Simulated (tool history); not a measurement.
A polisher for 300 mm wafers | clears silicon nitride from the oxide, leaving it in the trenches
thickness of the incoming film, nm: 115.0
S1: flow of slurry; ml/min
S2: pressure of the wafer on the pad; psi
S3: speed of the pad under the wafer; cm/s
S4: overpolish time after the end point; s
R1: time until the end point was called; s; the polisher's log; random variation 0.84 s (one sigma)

run,day,S1,S2,S3,S4,R1
1,0,235,2.9,76,11,170.17
2,0.029,235,2.2,76,11,220.96
3,0.179,235,2.2,88,11,190.08
4,0.292,235,2.8,88,11,150.07
5,0.542,235,2.8,88,8,151.58
6,0.892,235,3.3,88,8,129.14
7,1.096,235,3.6,88,8,119.7
8,1.471,235,3.8,90,8,111.16

The next listed run, before its measurement:
9,1.833,235,4,92,8,?

Run 9 gave R1 102.99 s.
